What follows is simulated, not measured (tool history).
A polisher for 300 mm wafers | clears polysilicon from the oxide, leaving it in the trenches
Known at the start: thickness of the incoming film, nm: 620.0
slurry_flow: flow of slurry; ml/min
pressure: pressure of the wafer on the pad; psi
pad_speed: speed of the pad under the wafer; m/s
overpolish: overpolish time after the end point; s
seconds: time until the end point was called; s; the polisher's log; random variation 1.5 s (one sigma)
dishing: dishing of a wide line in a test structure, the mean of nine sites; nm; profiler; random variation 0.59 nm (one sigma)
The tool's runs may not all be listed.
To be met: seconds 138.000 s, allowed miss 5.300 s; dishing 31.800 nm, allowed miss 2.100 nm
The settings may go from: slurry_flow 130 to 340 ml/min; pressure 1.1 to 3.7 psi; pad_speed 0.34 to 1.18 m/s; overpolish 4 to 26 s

| run | day | slurry_flow | pressure | pad_speed | overpolish | seconds | dishing |
|---|---|---|---|---|---|---|---|
| 1 | 0.000 | 220 | 2.4 | 0.76 | 13 | 77.276 | 34.699 |
| 2 | 0.142 | 240 | 2.4 | 0.76 | 13 | 75.999 | 36.799 |
| 3 | 0.412 | 240 | 2.4 | 0.88 | 13 | 65.908 | 36.439 |
| 4 | 0.562 | 220 | 2.4 | 0.88 | 13 | 66.492 | 36.710 |
|  | 0.783 | worn pad replaced by a new one |
| 5 | 0.783 | 220 | 2.1 | 0.88 | 13 | 70.223 | 35.795 |
| 6 | 1.062 | 220 | 2.1 | 0.88 | 17 | 68.654 | 36.577 |
| 7 | 1.383 | 220 | 1.9 | 0.82 | 17 | 80.698 | 36.011 |
| 8 | 1.588 | 215 | 1.8 | 0.78 | 16 | 89.600 | 35.452 |
| 9 | 1.842 | 210 | 1.7 | 0.76 | 15 | 96.473 | 35.078 |
| 10 | 2.017 | 200 | 1.6 | 0.74 | 14 | 106.860 | 33.307 |
| 11 | 2.158 | 175 | 1.1 | 0.74 | 15 | 154.290 | 29.369 |
| 12 | 2.433 | 180 | 1.1 | 0.74 | 15 | 156.280 | 28.990 |
| 13 | 2.696 | 180 | 1.1 | 0.74 | 15 | 154.260 | 29.886 |
| 14 | 2.779 | 180 | 1.1 | 0.74 | 15 | 154.320 | 29.495 |
| 15 | 2.854 | 185 | 1.1 | 0.74 | 15 | 154.620 | 28.731 |
| 16 | 3.092 | 185 | 1.1 | 0.74 | 16 | 151.790 | 30.656 |
| 17 | 3.450 | 185 | 1.1 | 0.74 | 16 | 156.710 | 30.676 |
| 18 | 3.771 | 190 | 1.1 | 0.74 | 16 | 155.300 | 30.574 |
| 19 | 3.833 | 200 | 1.4 | 0.74 | 18 | 124.690 | 34.284 |
| 20 | 3.896 | 195 | 1.4 | 0.74 | 18 | 120.640 | 34.252 |
| 21 | 3.938 | 190 | 1.4 | 0.74 | 18 | 124.750 | 33.548 |
| 22 | 4.196 | 185 | 1.4 | 0.74 | 18 | 122.550 | 34.155 |
| 23 | 4.308 | 190 | 1.1 | 0.74 | 14 | 153.960 | 28.756 |
| 24 | 4.604 | 195 | 1.1 | 0.74 | 14 | 154.410 | 28.801 |
| 25 | 4.871 | 200 | 1.1 | 0.74 | 14 | 151.150 | 29.145 |
| 26 | 5.242 | 205 | 1.1 | 0.74 | 14 | 150.330 | 29.199 |
| 27 | 5.396 | 210 | 1.1 | 0.74 | 14 | 150.660 | 29.118 |
| 28 | 5.438 | 215 | 1.1 | 0.74 | 14 | 150.600 | 29.583 |
| 29 | 5.638 | 220 | 1.1 | 0.74 | 14 | 151.250 | 28.770 |

4 next moves are on the table. One of them brings every result within its allowed miss. Which?
| A | 5.838 | 220 | 1.1 | 0.88 | 11 | ? | ? |
| B | 5.838 | 240 | 1.1 | 0.88 | 11 | ? | ? |
| C | 5.838 | 260 | 1.1 | 0.90 | 9 | ? | ? |
| D | 5.838 | 225 | 1.5 | 0.60 | 16 | ? | ? |

| move | seconds | dishing |
|---|---|---|
| A | 126.740 | 28.225 |
| B | 125.380 | 28.368 |
| C | 121.550 | 26.070 |
| D | 136.590 | 31.912 |
A: takes the result that was furthest off past its target
B: takes the result that was furthest off past its target
C: takes the result that was furthest off past its target
D: meets every target
Answer: D
